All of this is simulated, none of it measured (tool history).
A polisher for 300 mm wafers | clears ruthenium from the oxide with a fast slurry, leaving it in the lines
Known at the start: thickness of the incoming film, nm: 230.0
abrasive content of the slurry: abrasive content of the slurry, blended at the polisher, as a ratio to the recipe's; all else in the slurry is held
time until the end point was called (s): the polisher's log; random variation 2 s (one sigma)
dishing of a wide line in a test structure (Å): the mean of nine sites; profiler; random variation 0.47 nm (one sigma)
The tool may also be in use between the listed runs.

run,hour,flow of slurry (ml/min),pressure of the wafer on the pad (psi),speed of the pad under the wafer (m/s),abrasive content of the slurry,overpolish time after the end point (s),time until the end point was called (s),dishing of a wide line in a test structure (Å)
1,0,225,2.2,0.76,1,16,103.17,270.22
2,7.8,225,2,0.76,1,16,113.52,261.97
3,10.8,225,1.9,0.76,1,15,118.99,243.55
4,19.9,225,1.8,0.76,1,14,122.59,216.84
5,23,270,1.8,0.76,1,14,118.38,214.7
6,28.5,270,2,0.76,1,14,106.68,236.21
7,34.8,260,1.9,0.76,1,14,117.1,216.71
8,37.5,260,1.8,0.76,1,14,120.43,219.31
9,39.8,260,1.3,0.74,1,14,160.03,169.45

Forecast run 10:
10,48.6,265,1.4,0.74,1,15,?,?

time until the end point was called (s): 156.45
dishing of a wide line in a test structure (Å): 189.6
